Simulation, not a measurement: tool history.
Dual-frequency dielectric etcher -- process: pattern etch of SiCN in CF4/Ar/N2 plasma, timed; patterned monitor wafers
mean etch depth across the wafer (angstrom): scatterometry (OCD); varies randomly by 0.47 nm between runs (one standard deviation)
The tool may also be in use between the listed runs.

| run | hour | source power (W) | bias power (W) | Ar flow (sccm) | CF4 flow (sccm) | etch time (s) | mean etch depth across the wafer (angstrom) |
|---|---|---|---|---|---|---|---|
| 1 | 0 | 540 | 71 | 79 | 83 | 115.5 | 1085.8 |
| 2 | 8.6 | 500 | 71 | 79 | 83 | 115.5 | 1001.5 |
| 3 | 12.3 | 500 | 64 | 79 | 83 | 115.5 | 956.91 |
| 4 | 17.4 | 480 | 64 | 79 | 83 | 115.5 | 927.16 |
| 5 | 20.3 | 390 | 64 | 79 | 83 | 115.5 | 736.51 |
| 6 | 25.4 | 410 | 64 | 79 | 83 | 115.5 | 785.65 |
| 7 | 30 | 420 | 64 | 79 | 83 | 115.5 | 804.15 |

What will run 8 give?
| 8 | 30.9 | 430 | 64 | 79 | 83 | 115.5 | ? |

mean etch depth across the wafer (angstrom): 820.24

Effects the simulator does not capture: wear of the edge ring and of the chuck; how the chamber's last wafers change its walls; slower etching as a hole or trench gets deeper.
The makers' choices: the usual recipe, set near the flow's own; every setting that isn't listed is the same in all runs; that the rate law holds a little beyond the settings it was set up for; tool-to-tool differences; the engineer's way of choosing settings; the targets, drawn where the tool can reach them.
